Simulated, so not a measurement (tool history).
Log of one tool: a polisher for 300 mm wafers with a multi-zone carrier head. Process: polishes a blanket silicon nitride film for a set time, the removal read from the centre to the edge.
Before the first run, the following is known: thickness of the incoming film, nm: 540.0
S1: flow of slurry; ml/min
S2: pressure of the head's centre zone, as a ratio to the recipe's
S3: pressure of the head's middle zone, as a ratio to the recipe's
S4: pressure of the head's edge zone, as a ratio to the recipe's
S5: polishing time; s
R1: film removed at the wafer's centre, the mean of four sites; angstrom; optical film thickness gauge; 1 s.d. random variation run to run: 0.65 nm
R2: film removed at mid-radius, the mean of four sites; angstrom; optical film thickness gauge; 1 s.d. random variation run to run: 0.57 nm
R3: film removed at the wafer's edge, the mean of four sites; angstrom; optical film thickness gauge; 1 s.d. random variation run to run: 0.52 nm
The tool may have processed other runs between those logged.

Run 1, hour 0.0: S1 150 ml/min, S2 1.00, S3 1.00, S4 1.00, S5 56 s. Result: R1 758.14 angstrom, R2 773.18 angstrom, R3 795.03 angstrom.
Run 2, hour 3.0: S1 140 ml/min, S2 1.01, S3 1.00, S4 0.94, S5 55 s. Result: R1 757.94 angstrom, R2 753.72 angstrom, R3 756.36 angstrom.
Run 3, hour 10.1: S1 140 ml/min, S2 0.95, S3 1.00, S4 0.94, S5 55 s. Result: R1 705.42 angstrom, R2 745.44 angstrom, R3 750.84 angstrom.
Run 4, hour 13.4: S1 140 ml/min, S2 1.01, S3 1.00, S4 0.94, S5 55 s. Result: R1 761.42 angstrom, R2 754.35 angstrom, R3 747.41 angstrom.
Run 5, hour 17.6: S1 140 ml/min, S2 1.01, S3 1.00, S4 1.00, S5 55 s. Result: R1 752.35 angstrom, R2 755.81 angstrom, R3 776.29 angstrom.
Run 6, hour 19.6: S1 160 ml/min, S2 1.01, S3 1.00, S4 1.00, S5 55 s. Result: R1 771.55 angstrom, R2 762.58 angstrom, R3 791.71 angstrom.
Run 7, hour 27.6: S1 145 ml/min, S2 1.01, S3 1.00, S4 0.95, S5 54 s. Result: R1 742.82 angstrom, R2 747.03 angstrom, R3 753.96 angstrom.
At hour 28.2: worn pad replaced by a new one.
Run 8, hour 28.2: S1 130 ml/min, S2 1.02, S3 1.00, S4 0.91, S5 54 s. Result: R1 786.83 angstrom, R2 780.39 angstrom, R3 764.94 angstrom.

What will run 9 give?
Run 9, hour 31.6: S1 130 ml/min, S2 1.02, S3 1.00, S4 0.91, S5 54 s. Result: R1 ?, R2 ?, R3 ?.

R1: 777.39 angstrom
R2: 772.74 angstrom
R3: 774.93 angstrom

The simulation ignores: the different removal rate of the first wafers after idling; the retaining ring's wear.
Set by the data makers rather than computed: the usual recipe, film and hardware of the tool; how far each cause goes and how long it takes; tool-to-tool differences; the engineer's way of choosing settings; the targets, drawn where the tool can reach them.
